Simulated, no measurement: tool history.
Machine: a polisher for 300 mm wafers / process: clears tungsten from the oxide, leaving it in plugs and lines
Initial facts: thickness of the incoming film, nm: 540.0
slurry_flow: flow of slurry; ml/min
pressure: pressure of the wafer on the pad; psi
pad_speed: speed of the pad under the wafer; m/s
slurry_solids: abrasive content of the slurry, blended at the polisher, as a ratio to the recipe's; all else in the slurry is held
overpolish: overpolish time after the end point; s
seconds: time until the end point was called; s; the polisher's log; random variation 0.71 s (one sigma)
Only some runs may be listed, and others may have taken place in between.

Run 1, day 0: slurry_flow 215 ml/min, pressure 4.3 psi, pad_speed 1.12 m/s, slurry_solids 1, overpolish 8 s. Result: seconds 77.341 s.
Run 2, day 0.338: slurry_flow 215 ml/min, pressure 4.7 psi, pad_speed 1.12 m/s, slurry_solids 1, overpolish 8 s. Result: seconds 70.319 s.
Run 3, day 0.521: slurry_flow 215 ml/min, pressure 4.7 psi, pad_speed 1.12 m/s, slurry_solids 1, overpolish 8 s. Result: seconds 71.654 s.
Run 4, day 0.604: slurry_flow 215 ml/min, pressure 5.1 psi, pad_speed 1.12 m/s, slurry_solids 1, overpolish 8 s. Result: seconds 66.732 s.
Run 5, day 0.854: slurry_flow 215 ml/min, pressure 5.8 psi, pad_speed 1.12 m/s, slurry_solids 1, overpolish 8 s. Result: seconds 61.981 s.
Run 6, day 0.879: slurry_flow 175 ml/min, pressure 5.8 psi, pad_speed 1.12 m/s, slurry_solids 1, overpolish 8 s. Result: seconds 62.39 s.
Run 7, day 0.975: slurry_flow 175 ml/min, pressure 6 psi, pad_speed 1.14 m/s, slurry_solids 1, overpolish 8 s. Result: seconds 58.318 s.
Run 8, day 1.046: slurry_flow 175 ml/min, pressure 6.1 psi, pad_speed 1.14 m/s, slurry_solids 1, overpolish 8 s. Result: seconds 60.621 s.
Run 9, day 1.221: slurry_flow 180 ml/min, pressure 6.3 psi, pad_speed 1.16 m/s, slurry_solids 1, overpolish 8 s. Result: seconds 56.47 s.
Run 10, day 1.454: slurry_flow 180 ml/min, pressure 6.4 psi, pad_speed 1.16 m/s, slurry_solids 1, overpolish 8 s. Result: seconds 55.672 s.

What does the tool deliver on the next run?
Run 11, day 1.542: slurry_flow 180 ml/min, pressure 6.5 psi, pad_speed 1.16 m/s, slurry_solids 1, overpolish 8 s. Result: seconds ?.

Run 11 produced seconds 55.281 s.

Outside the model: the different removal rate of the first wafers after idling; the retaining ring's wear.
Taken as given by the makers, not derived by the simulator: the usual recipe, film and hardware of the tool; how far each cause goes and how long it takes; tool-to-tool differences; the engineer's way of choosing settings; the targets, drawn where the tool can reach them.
